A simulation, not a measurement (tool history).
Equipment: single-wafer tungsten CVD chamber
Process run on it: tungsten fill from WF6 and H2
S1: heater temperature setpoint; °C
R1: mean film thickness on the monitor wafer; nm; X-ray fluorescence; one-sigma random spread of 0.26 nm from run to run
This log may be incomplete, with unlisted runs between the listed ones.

run 1 hour=0 | S1=385 chamber_pressure_(Pa)=6773 deposition_time_(s)=25.5 | R1=75.295
run 2 hour=3.8 | S1=393 chamber_pressure_(Pa)=6773 deposition_time_(s)=25.5 | R1=85.914
run 3 hour=6.6 | S1=388 chamber_pressure_(Pa)=6746 deposition_time_(s)=25.5 | R1=78.653
run 4 hour=13.1 | S1=388 chamber_pressure_(Pa)=5959 deposition_time_(s)=25.5 | R1=75.556
run 5 hour=13.9 | S1=388 chamber_pressure_(Pa)=5466 deposition_time_(s)=25.5 | R1=73.02
run 6 hour=21.9 | S1=385 chamber_pressure_(Pa)=5453 deposition_time_(s)=25.5 | R1=69.333
run 7 hour=27.6 | S1=383 chamber_pressure_(Pa)=5440 deposition_time_(s)=25.5 | R1=67.365
run 8 hour=29.4 | S1=381 chamber_pressure_(Pa)=5426 deposition_time_(s)=25.5 | R1=65.326
run 9 hour=36.9 | S1=379 chamber_pressure_(Pa)=5413 deposition_time_(s)=25.5 | R1=62.9

For run 10, what comes out?
run 10 hour=44.3 | S1=378 chamber_pressure_(Pa)=5400 deposition_time_(s)=25.5 | R1=?

R1: 60.633 nm
